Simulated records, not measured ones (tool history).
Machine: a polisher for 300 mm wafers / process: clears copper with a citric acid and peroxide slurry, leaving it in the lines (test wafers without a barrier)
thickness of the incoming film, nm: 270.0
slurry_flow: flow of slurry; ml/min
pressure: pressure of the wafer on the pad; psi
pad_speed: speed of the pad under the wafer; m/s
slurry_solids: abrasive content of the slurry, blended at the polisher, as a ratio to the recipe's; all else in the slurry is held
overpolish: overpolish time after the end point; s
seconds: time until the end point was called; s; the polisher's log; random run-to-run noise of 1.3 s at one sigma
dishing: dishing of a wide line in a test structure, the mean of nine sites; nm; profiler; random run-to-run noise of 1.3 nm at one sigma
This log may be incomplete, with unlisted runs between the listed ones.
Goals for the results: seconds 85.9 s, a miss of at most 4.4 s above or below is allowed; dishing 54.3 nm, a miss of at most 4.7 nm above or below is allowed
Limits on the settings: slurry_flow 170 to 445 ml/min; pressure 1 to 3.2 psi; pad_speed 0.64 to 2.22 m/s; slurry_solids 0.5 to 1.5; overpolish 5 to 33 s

Run 1, day 0: slurry_flow 285 ml/min, pressure 2.1 psi, pad_speed 1.42 m/s, slurry_solids 1, overpolish 17 s. Result: seconds 117.22 s, dishing 31.091 nm.
Run 2, day 0.108: slurry_flow 285 ml/min, pressure 2.2 psi, pad_speed 1.42 m/s, slurry_solids 1, overpolish 18 s. Result: seconds 112.08 s, dishing 33.724 nm.
Run 3, day 0.45: slurry_flow 285 ml/min, pressure 2.3 psi, pad_speed 1.42 m/s, slurry_solids 1, overpolish 19 s. Result: seconds 112.3 s, dishing 36.589 nm.
Run 4, day 0.671: slurry_flow 285 ml/min, pressure 2.4 psi, pad_speed 1.42 m/s, slurry_solids 1, overpolish 19 s. Result: seconds 110.81 s, dishing 37.384 nm.
Run 5, day 0.696: slurry_flow 285 ml/min, pressure 2.5 psi, pad_speed 1.44 m/s, slurry_solids 1, overpolish 19 s. Result: seconds 101.03 s, dishing 38.878 nm.
Run 6, day 1.054: slurry_flow 285 ml/min, pressure 2.1 psi, pad_speed 1.44 m/s, slurry_solids 1, overpolish 19 s. Result: seconds 117.04 s, dishing 33.06 nm.
Run 7, day 1.188: slurry_flow 285 ml/min, pressure 2.2 psi, pad_speed 1.44 m/s, slurry_solids 1, overpolish 19 s. Result: seconds 113.52 s, dishing 37.024 nm.
Run 8, day 1.425: slurry_flow 285 ml/min, pressure 2.3 psi, pad_speed 1.46 m/s, slurry_solids 1, overpolish 19 s. Result: seconds 109.95 s, dishing 36.126 nm.
Run 9, day 1.679: slurry_flow 285 ml/min, pressure 2.4 psi, pad_speed 1.46 m/s, slurry_solids 1, overpolish 20 s. Result: seconds 103.12 s, dishing 40.704 nm.
Run 10, day 1.904: slurry_flow 285 ml/min, pressure 2.5 psi, pad_speed 1.46 m/s, slurry_solids 1, overpolish 20 s. Result: seconds 101.38 s, dishing 41.917 nm.
Run 11, day 2.104: slurry_flow 285 ml/min, pressure 2.6 psi, pad_speed 1.46 m/s, slurry_solids 1, overpolish 20 s. Result: seconds 99.242 s, dishing 42.559 nm.
Run 12, day 2.133: slurry_flow 285 ml/min, pressure 2.7 psi, pad_speed 1.46 m/s, slurry_solids 1, overpolish 20 s. Result: seconds 93.546 s, dishing 43.495 nm.
Run 13, day 2.3: slurry_flow 285 ml/min, pressure 2.8 psi, pad_speed 1.48 m/s, slurry_solids 1, overpolish 22 s. Result: seconds 93.556 s, dishing 46.623 nm.

Exercise: of the 5 proposed moves below, exactly one satisfies all targets within the stated allowed misses. Which move is it?
Run A, day 2.467: slurry_flow 230 ml/min, pressure 2.8 psi, pad_speed 1.56 m/s, slurry_solids 0.75, overpolish 27 s. Result: seconds ?, dishing ?.
Run B, day 2.467: slurry_flow 285 ml/min, pressure 3 psi, pad_speed 1.44 m/s, slurry_solids 1.15, overpolish 19 s. Result: seconds ?, dishing ?.
Run C, day 2.467: slurry_flow 315 ml/min, pressure 3 psi, pad_speed 1.5 m/s, slurry_solids 0.95, overpolish 20 s. Result: seconds ?, dishing ?.
Run D, day 2.467: slurry_flow 340 ml/min, pressure 2.8 psi, pad_speed 1.58 m/s, slurry_solids 1, overpolish 24 s. Result: seconds ?, dishing ?.
Run E, day 2.467: slurry_flow 230 ml/min, pressure 3 psi, pad_speed 1.12 m/s, slurry_solids 1.35, overpolish 16 s. Result: seconds ?, dishing ?.

move  seconds  dishing
   A   94.626   53.338
   B   86.585   43.122
   C   86.639   44.999
   D   86.564   52.121
   E   101.24   32.447
A: lands further from the targets than the last run did
B: the furthest-off result lands on target, but another misses its tolerance
C: the furthest-off result lands on target, but another misses its tolerance
D: every result within its allowed miss
E: lands further from the targets than the last run did
The right move is D.

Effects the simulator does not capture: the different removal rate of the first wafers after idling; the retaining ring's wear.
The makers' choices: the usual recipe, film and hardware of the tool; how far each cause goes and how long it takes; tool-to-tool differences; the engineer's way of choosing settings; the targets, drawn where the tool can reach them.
